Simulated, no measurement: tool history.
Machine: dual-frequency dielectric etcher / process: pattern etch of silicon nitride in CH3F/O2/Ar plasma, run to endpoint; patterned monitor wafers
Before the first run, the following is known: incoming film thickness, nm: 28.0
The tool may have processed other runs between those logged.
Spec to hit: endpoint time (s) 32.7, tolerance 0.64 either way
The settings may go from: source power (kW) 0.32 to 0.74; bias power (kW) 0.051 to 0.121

{"run": 1, "hour": 0.0, "source power (kW)": 0.53, "bias power (kW)": 0.086, "endpoint time (s)": 38.414}
{"run": 2, "hour": 8.1, "source power (kW)": 0.57, "bias power (kW)": 0.086, "endpoint time (s)": 37.559}
{"run": 3, "hour": 13.3, "source power (kW)": 0.57, "bias power (kW)": 0.091, "endpoint time (s)": 36.942}
{"run": 4, "hour": 14.3, "source power (kW)": 0.57, "bias power (kW)": 0.082, "endpoint time (s)": 38.324}
{"run": 5, "hour": 22.6, "source power (kW)": 0.57, "bias power (kW)": 0.094, "endpoint time (s)": 36.753}
{"run": 6, "hour": 27.3, "source power (kW)": 0.49, "bias power (kW)": 0.094, "endpoint time (s)": 38.248}
{"run": 7, "hour": 35.0, "source power (kW)": 0.53, "bias power (kW)": 0.097, "endpoint time (s)": 36.529}
{"run": 8, "hour": 42.4, "source power (kW)": 0.56, "bias power (kW)": 0.098, "endpoint time (s)": 36.216}

Which single option among these 4 for the next run brings every result within its allowed miss of target? Just one does.
{"run": "A", "hour": 49.8, "source power (kW)": 0.62, "bias power (kW)": 0.119, "endpoint time (s)": "?"}
{"run": "B", "hour": 49.8, "source power (kW)": 0.53, "bias power (kW)": 0.117, "endpoint time (s)": "?"}
{"run": "C", "hour": 49.8, "source power (kW)": 0.57, "bias power (kW)": 0.116, "endpoint time (s)": "?"}
{"run": "D", "hour": 49.8, "source power (kW)": 0.64, "bias power (kW)": 0.104, "endpoint time (s)": "?"}

move=A endpoint_time_(s)=32.974
move=B endpoint_time_(s)=34.534
move=C endpoint_time_(s)=34.015
move=D endpoint_time_(s)=34.342
A: every result within its allowed miss
B: closes in on the targets versus the last run, not all within tolerance yet
C: closes in on the targets versus the last run, not all within tolerance yet
D: closes in on the targets versus the last run, not all within tolerance yet
Correct choice: A, which meets every target
